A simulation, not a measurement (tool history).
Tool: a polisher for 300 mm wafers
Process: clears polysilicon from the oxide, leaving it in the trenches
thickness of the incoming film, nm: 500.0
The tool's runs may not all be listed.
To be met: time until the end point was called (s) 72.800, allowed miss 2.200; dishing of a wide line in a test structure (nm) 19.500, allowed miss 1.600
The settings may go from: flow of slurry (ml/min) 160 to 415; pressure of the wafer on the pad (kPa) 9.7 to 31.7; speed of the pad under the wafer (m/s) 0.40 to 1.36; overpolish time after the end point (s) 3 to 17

run	hour	flow of slurry (ml/min)	pressure of the wafer on the pad (kPa)	speed of the pad under the wafer (m/s)	overpolish time after the end point (s)	time until the end point was called (s)	dishing of a wide line in a test structure (nm)
1	0.0	265	20.7	0.88	9	41.532	40.673
2	3.0	265	20.7	1.10	9	34.010	44.505
3	4.0	195	20.7	1.10	9	35.397	42.798
4	12.4	195	24.1	1.10	9	30.082	42.759
5	15.6	190	23.4	0.98	8	34.882	40.242
6	24.4	185	22.8	0.88	7	40.531	37.967
7	29.9	180	22.8	0.80	6	44.360	33.866
8	35.0	160	19.3	0.56	3	74.242	15.253

Which of these 4 next moves meets every target?
A	40.1	175	12.4	0.90	3	?	?
B	40.1	170	17.9	0.56	3	?	?
C	40.1	195	18.6	0.58	4	?	?
D	40.1	170	16.5	0.64	5	?	?

move	time until the end point was called (s)	dishing of a wide line in a test structure (nm)
A	71.599	15.646
B	79.894	14.312
C	72.746	19.322
D	75.956	22.019
A: nearer than the last run, and not there yet
B: further off than the last run
C: meets every target
D: takes the result that was furthest off past its target
Move C is the one to make.
